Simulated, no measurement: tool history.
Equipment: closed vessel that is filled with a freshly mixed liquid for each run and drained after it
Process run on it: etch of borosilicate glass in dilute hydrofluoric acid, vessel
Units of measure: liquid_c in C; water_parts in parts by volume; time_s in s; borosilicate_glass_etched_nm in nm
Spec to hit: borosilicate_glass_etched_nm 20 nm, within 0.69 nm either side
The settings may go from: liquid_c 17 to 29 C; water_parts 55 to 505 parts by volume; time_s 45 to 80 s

run,day,liquid_c,water_parts,time_s,borosilicate_glass_etched_nm
1,0,21,280,80,11.842
2,0.138,23.5,260,80,14.226
3,0.4,26,260,80,15.559
4,0.442,27,250,80,17.066
5,0.688,27,250,80,16.811
6,0.879,27.5,240,80,18.378
7,1.233,28,240,80,18.487
8,1.458,29,225,80,20.777

Pick the move, out of 5, that brings all results within their allowed miss; only one does.
A,1.683,26,200,80,?
B,1.683,29,235,80,?
C,1.683,27.5,210,80,?
D,1.683,29,245,80,?
E,1.683,27,210,80,?

move,borosilicate_glass_etched_nm
A,21.829
B,19.834
C,21.686
D,18.808
E,21.305
A: moves away from the targets compared with the last run
B: every result lands within tolerance
C: moves away from the targets compared with the last run
D: moves the result that the last run missed by most past its target, out the other side
E: moves away from the targets compared with the last run
The right move is B.
